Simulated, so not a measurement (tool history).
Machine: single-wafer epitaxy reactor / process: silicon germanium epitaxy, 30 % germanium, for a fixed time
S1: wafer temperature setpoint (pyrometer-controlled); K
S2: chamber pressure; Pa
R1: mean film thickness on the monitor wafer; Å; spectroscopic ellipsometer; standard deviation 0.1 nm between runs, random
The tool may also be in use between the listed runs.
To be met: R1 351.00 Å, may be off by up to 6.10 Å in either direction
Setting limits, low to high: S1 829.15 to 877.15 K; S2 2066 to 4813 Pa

run,hour,S1,S2,R1
1,0.0,853.15,3440,485.51
2,6.7,850.15,3426,458.58
3,15.4,842.15,3426,391.89
4,22.1,838.15,3426,361.13
5,23.7,829.15,3426,304.62
6,29.9,830.15,3426,310.12
7,32.5,831.15,3426,316.46
8,38.5,832.15,3426,321.99

Next run, 5 choices. One meets every target within its allowed miss, the rest don't. Which?
A,44.5,836.15,3560,?
B,44.5,840.15,3080,?
C,44.5,834.15,4520,?
D,44.5,834.15,3640,?
E,44.5,839.15,3133,?

move,R1
A,353.91
B,365.85
C,367.74
D,342.58
E,360.66
A: every result within its allowed miss
B: moves the result that the last run missed by most past its target, out the other side
C: moves the result that the last run missed by most past its target, out the other side
D: better than the last run, though not everything is in spec
E: moves the result that the last run missed by most past its target, out the other side
Go with A: it meets all targets.
